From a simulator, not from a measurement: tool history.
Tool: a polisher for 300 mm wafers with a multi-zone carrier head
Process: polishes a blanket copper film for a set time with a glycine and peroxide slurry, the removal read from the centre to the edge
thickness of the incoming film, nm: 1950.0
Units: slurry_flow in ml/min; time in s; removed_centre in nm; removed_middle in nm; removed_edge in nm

run 1 hour=0 | slurry_flow=175 centre_zone=1 middle_zone=1 edge_zone=1 time=88 | removed_centre=312.52 removed_middle=320.1 removed_edge=320.87
run 2 hour=6.8 | slurry_flow=170 centre_zone=1 middle_zone=0.98 edge_zone=0.98 time=87 | removed_centre=308.42 removed_middle=317.25 removed_edge=311.45
run 3 hour=8.8 | slurry_flow=165 centre_zone=1 middle_zone=0.96 edge_zone=0.98 time=86 | removed_centre=306.71 removed_middle=304.74 removed_edge=303.27
run 4 hour=10 | slurry_flow=160 centre_zone=0.99 middle_zone=0.94 edge_zone=0.98 time=86 | removed_centre=305.75 removed_middle=293.6 removed_edge=301.06
run 5 hour=11 | slurry_flow=160 centre_zone=0.99 middle_zone=0.94 edge_zone=0.98 time=95 | removed_centre=334.88 removed_middle=323.67 removed_edge=335.95
run 6 hour=16.5 | slurry_flow=160 centre_zone=0.99 middle_zone=0.88 edge_zone=0.98 time=95 | removed_centre=327.66 removed_middle=307.91 removed_edge=338.55
run 7 hour=19.7 | slurry_flow=155 centre_zone=0.98 middle_zone=0.87 edge_zone=0.96 time=94 | removed_centre=318.24 removed_middle=304.23 removed_edge=330.66
run 8 hour=21.8 | slurry_flow=150 centre_zone=0.98 middle_zone=0.86 edge_zone=0.94 time=93 | removed_centre=319.18 removed_middle=292.18 removed_edge=317.26

Forecast run 9:
run 9 hour=30.2 | slurry_flow=145 centre_zone=0.96 middle_zone=0.86 edge_zone=0.92 time=92 | removed_centre=? removed_middle=? removed_edge=?

Run 9 gave removed_centre 308.57 nm, removed_middle 290.28 nm, removed_edge 312.68 nm.
